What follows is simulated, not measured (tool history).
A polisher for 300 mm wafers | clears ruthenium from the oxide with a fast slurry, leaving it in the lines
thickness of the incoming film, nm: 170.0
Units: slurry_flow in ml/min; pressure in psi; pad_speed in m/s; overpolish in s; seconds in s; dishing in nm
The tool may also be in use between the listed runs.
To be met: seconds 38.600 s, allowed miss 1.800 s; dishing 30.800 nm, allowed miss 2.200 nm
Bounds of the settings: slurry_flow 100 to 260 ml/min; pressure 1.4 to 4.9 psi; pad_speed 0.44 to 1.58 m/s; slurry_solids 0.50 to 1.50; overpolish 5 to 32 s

run  hour  slurry_flow  pressure  pad_speed  slurry_solids  overpolish  seconds  dishing
  1   0.0          165       3.1       1.00           1.00          16   41.588   53.612
  2   3.8          165       3.1       1.00           1.00          12   42.891   42.257
  3   8.4          170       3.2       1.00           1.00          10   40.646   36.175
  4  10.5          170       3.2       1.00           1.10          10   39.501   36.788
  5  13.6          170       2.6       1.00           1.10          10   45.230   33.502
  6  20.4          170       2.6       1.00           1.10          14   45.088   44.787
  7  29.0          180       2.8       1.00           1.10          12   42.670   41.227
  8  31.2          180       2.8       1.00           1.10          12   43.142   40.594
  9  32.0          180       2.9       1.00           1.10          10   41.356   33.904
 10  40.1          190       2.9       1.00           1.10          10   41.925   35.839
 11  41.7          190       3.0       1.00           1.10           9   39.747   32.041

Which of these 4 next moves meets every target?
  A  43.3          195       3.5       1.20           0.60          10        ?        ?
  B  43.3          210       3.2       0.94           1.10          10        ?        ?
  C  43.3          225       2.6       1.06           1.35           9        ?        ?
  D  43.3          150       3.0       1.10           1.05           8        ?        ?

move  seconds  dishing
   A   40.422   36.012
   B   41.236   35.358
   C   38.388   34.275
   D   39.692   29.789
A: further off than the last run
B: further off than the last run
C: brings the result that was furthest off to its target, and leaves another outside
D: meets every target
Move D is the one to make.
